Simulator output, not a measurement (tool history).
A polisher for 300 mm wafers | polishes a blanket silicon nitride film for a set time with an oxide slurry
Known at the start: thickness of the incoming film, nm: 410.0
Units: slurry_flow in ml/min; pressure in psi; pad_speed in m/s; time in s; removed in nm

run,hour,slurry_flow,pressure,pad_speed,slurry_solids,time,removed
1,0,135,4.1,1.32,1,59,50.129
2,0.9,120,4.1,1.32,1,59,50.807
3,5.3,120,4.1,1.52,1,59,55.92
4,11,120,4.1,1.52,1,59,55.501
5,12.7,120,4.1,1.52,0.8,59,51.63
6,19.7,120,4.1,1.84,0.8,59,59.547
7,24.6,120,3.5,1.78,0.8,59,49.385

Forecast run 8:
8,29.3,120,3.1,1.76,0.8,59,?

Run 8 gave removed 42.888 nm.
